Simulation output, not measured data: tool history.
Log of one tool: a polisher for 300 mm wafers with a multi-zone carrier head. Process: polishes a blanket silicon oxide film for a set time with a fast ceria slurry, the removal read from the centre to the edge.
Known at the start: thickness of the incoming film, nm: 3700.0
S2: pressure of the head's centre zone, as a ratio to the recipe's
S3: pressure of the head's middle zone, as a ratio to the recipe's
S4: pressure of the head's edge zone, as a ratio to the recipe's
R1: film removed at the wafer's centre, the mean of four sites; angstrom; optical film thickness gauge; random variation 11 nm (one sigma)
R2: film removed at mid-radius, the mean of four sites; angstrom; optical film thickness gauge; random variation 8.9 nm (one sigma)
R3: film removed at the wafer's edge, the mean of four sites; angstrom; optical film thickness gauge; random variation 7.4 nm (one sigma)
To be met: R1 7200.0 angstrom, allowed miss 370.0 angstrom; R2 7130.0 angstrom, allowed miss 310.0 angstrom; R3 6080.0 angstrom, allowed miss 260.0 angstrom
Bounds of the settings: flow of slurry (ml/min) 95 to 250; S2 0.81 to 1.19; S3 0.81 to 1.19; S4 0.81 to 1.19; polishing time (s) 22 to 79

run 1 hour=0.0 | flow_of_slurry_(ml/min)=160 S2=1.00 S3=1.00 S4=1.00 polishing_time_(s)=50 | R1=10523.0 R2=10731.0 R3=10870.0
run 2 hour=4.5 | flow_of_slurry_(ml/min)=160 S2=1.02 S3=1.02 S4=0.97 polishing_time_(s)=45 | R1=9610.0 R2=9741.4 R3=9381.2
run 3 hour=9.8 | flow_of_slurry_(ml/min)=160 S2=1.02 S3=1.02 S4=0.97 polishing_time_(s)=58 | R1=12609.0 R2=12517.0 R3=12088.0
run 4 hour=11.1 | flow_of_slurry_(ml/min)=160 S2=1.02 S3=1.08 S4=0.97 polishing_time_(s)=58 | R1=12279.0 R2=13296.0 R3=12225.0
run 5 hour=14.5 | flow_of_slurry_(ml/min)=160 S2=1.03 S3=1.07 S4=0.94 polishing_time_(s)=52 | R1=11121.0 R2=11685.0 R3=10877.0
run 6 hour=23.1 | flow_of_slurry_(ml/min)=160 S2=1.06 S3=1.09 S4=0.92 polishing_time_(s)=46 | R1=10274.0 R2=10440.0 R3=9580.3
run 7 hour=30.0 | flow_of_slurry_(ml/min)=165 S2=1.07 S3=1.10 S4=0.90 polishing_time_(s)=41 | R1=9240.9 R2=9307.0 R3=8440.9
run 8 hour=38.5 | flow_of_slurry_(ml/min)=170 S2=1.08 S3=1.11 S4=0.89 polishing_time_(s)=38 | R1=8496.5 R2=8930.5 R3=7577.5
run 9 hour=41.4 | flow_of_slurry_(ml/min)=170 S2=1.08 S3=1.10 S4=0.88 polishing_time_(s)=36 | R1=8490.7 R2=8321.5 R3=7247.0
run 10 hour=42.0 | flow_of_slurry_(ml/min)=170 S2=1.07 S3=1.10 S4=0.87 polishing_time_(s)=35 | R1=8078.7 R2=8416.9 R3=7113.6
run 11 hour=47.1 | flow_of_slurry_(ml/min)=170 S2=1.07 S3=1.09 S4=0.87 polishing_time_(s)=34 | R1=7849.0 R2=7797.2 R3=6914.2
run 12 hour=48.5 | flow_of_slurry_(ml/min)=175 S2=1.07 S3=1.09 S4=0.86 polishing_time_(s)=33 | R1=7620.3 R2=7513.6 R3=6544.1
run 13 hour=53.0 | flow_of_slurry_(ml/min)=180 S2=1.06 S3=1.09 S4=0.85 polishing_time_(s)=33 | R1=7636.3 R2=7802.7 R3=6621.0

4 next moves are on the table. One of them brings every result within its allowed miss. Which?
run A hour=57.5 | flow_of_slurry_(ml/min)=130 S2=0.96 S3=0.92 S4=0.95 polishing_time_(s)=33 | R1=? R2=? R3=?
run B hour=57.5 | flow_of_slurry_(ml/min)=250 S2=1.06 S3=1.19 S4=0.81 polishing_time_(s)=30 | R1=? R2=? R3=?
run C hour=57.5 | flow_of_slurry_(ml/min)=225 S2=1.14 S3=1.14 S4=0.92 polishing_time_(s)=28 | R1=? R2=? R3=?
run D hour=57.5 | flow_of_slurry_(ml/min)=205 S2=1.09 S3=1.10 S4=0.81 polishing_time_(s)=33 | R1=? R2=? R3=?

move=A R1=6287.3 R2=6314.8 R3=6823.0
move=B R1=7127.5 R2=7938.1 R3=6211.5
move=C R1=7053.6 R2=7044.0 R3=6083.9
move=D R1=7833.6 R2=7954.2 R3=6711.9
A: takes the result that was furthest off past its target
B: further off than the last run
C: meets every target
D: further off than the last run
Move C is the one to make.
